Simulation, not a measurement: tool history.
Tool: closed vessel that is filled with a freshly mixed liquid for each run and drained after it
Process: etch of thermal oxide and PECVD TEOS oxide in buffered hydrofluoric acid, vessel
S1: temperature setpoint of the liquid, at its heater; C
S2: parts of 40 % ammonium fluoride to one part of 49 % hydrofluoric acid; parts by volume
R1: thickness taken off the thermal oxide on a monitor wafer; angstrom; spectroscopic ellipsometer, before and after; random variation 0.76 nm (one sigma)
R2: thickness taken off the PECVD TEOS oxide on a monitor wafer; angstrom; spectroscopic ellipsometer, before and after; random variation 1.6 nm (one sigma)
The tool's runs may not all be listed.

run 1 hour=0 | S1=24 S2=10.5 time_in_the_liquid_(s)=60 | R1=669.64 R2=859.28
run 2 hour=8.6 | S1=24 S2=11.5 time_in_the_liquid_(s)=60 | R1=610.53 R2=780.16
run 3 hour=12.6 | S1=24 S2=13 time_in_the_liquid_(s)=60 | R1=543.38 R2=695.35
run 4 hour=16.2 | S1=26 S2=11 time_in_the_liquid_(s)=65 | R1=774.32 R2=987.22
run 5 hour=23.1 | S1=27.5 S2=9.5 time_in_the_liquid_(s)=70 | R1=1013.3 R2=1302.1
run 6 hour=31.5 | S1=28.5 S2=8.5 time_in_the_liquid_(s)=70 | R1=1181.4 R2=1511.8
run 7 hour=38.3 | S1=32 S2=5.5 time_in_the_liquid_(s)=75 | R1=2304.5 R2=2958.9
run 8 hour=46.9 | S1=31.5 S2=5.5 time_in_the_liquid_(s)=75 | R1=2246.6 R2=2875.5
run 9 hour=52.3 | S1=31 S2=5.5 time_in_the_liquid_(s)=75 | R1=2194 R2=2796.4

Run 10 comes next. What will it give?
run 10 hour=54.5 | S1=30.5 S2=5.5 time_in_the_liquid_(s)=75 | R1=? R2=?

{"run 10": {"R1": 2138.2, "R2": 2729.8}}

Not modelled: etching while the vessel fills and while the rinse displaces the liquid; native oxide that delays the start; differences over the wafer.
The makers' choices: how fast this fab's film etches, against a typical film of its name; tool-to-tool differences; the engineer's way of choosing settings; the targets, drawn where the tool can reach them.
